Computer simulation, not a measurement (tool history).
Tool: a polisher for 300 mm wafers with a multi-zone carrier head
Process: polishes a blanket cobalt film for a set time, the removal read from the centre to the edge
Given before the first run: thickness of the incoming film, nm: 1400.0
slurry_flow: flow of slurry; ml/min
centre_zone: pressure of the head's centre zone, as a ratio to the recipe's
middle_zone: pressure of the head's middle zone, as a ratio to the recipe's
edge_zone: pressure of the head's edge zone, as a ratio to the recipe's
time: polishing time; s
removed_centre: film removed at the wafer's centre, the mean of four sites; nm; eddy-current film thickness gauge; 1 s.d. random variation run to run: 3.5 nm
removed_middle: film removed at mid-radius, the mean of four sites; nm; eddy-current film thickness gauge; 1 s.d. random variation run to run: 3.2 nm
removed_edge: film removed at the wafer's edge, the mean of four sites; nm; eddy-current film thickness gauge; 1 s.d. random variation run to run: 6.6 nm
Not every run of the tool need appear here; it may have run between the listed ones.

Run 1, hour 0.0: slurry_flow 245 ml/min, centre_zone 1.00, middle_zone 1.00, edge_zone 1.00, time 66 s. Result: removed_centre 395.81 nm, removed_middle 382.13 nm, removed_edge 374.37 nm.
Run 2, hour 1.4: slurry_flow 245 ml/min, centre_zone 1.00, middle_zone 1.00, edge_zone 1.07, time 66 s. Result: removed_centre 392.33 nm, removed_middle 383.22 nm, removed_edge 381.61 nm.
Run 3, hour 9.7: slurry_flow 270 ml/min, centre_zone 1.00, middle_zone 1.00, edge_zone 1.07, time 66 s. Result: removed_centre 397.00 nm, removed_middle 389.54 nm, removed_edge 384.49 nm.
Run 4, hour 12.8: slurry_flow 270 ml/min, centre_zone 1.05, middle_zone 1.00, edge_zone 1.07, time 66 s. Result: removed_centre 410.04 nm, removed_middle 387.14 nm, removed_edge 396.38 nm.
Run 5, hour 13.5: slurry_flow 275 ml/min, centre_zone 1.07, middle_zone 1.01, edge_zone 1.07, time 67 s. Result: removed_centre 425.02 nm, removed_middle 399.18 nm, removed_edge 392.68 nm.
At hour 16.4: centre zone pressure recalibrated.
Run 6, hour 16.4: slurry_flow 275 ml/min, centre_zone 1.13, middle_zone 1.01, edge_zone 1.07, time 67 s. Result: removed_centre 434.10 nm, removed_middle 392.52 nm, removed_edge 392.12 nm.
Run 7, hour 20.0: slurry_flow 280 ml/min, centre_zone 1.13, middle_zone 1.02, edge_zone 1.08, time 69 s. Result: removed_centre 443.13 nm, removed_middle 405.86 nm, removed_edge 407.49 nm.

The next listed run, before its measurement:
Run 8, hour 22.9: slurry_flow 285 ml/min, centre_zone 1.13, middle_zone 1.03, edge_zone 1.08, time 71 s. Result: removed_centre ?, removed_middle ?, removed_edge ?.

{"run 8": {"removed_centre": 455.55, "removed_middle": 427.71, "removed_edge": 421.87}}
